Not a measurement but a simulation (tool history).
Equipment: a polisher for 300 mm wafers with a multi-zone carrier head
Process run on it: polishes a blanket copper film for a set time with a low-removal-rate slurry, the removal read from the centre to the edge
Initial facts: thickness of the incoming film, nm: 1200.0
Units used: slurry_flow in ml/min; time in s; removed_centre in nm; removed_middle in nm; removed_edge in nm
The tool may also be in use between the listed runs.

run    day  slurry_flow  centre_zone  middle_zone  edge_zone  slurry_solids  time  removed_centre  removed_middle  removed_edge
  1      0          175            1            1          1              1    74          176.07          172.81        178.75
  2  0.067          175         1.01         0.99       0.98            0.9    73          173.35          164.05        163.52
  3  0.217          130         1.01         0.99       0.98            0.9    73          168.17          156.42         162.5
  4  0.442          130         1.01         0.99       0.98           1.05    73          174.13          163.64        172.06
  5  0.692          130         1.01         0.98       0.97              1    73          171.61          158.78        166.17
  6  0.821          130         1.01         0.97       0.95           0.95    73          165.19          157.18        162.54
  7  1.046          130         1.02         0.96       0.94            0.9    73           162.7          150.47        161.65
  8  1.229          130         1.04         0.97       0.94           0.85    73          163.61          149.59         158.8
  9  1.454          135         1.06         0.98       0.93            0.8    73          166.81          148.69        152.65

What will run 10 give?
 10  1.688          135         1.06         0.98       0.92            0.8    73               ?               ?             ?

removed_centre: 166.85 nm
removed_middle: 144.71 nm
removed_edge: 155.15 nm
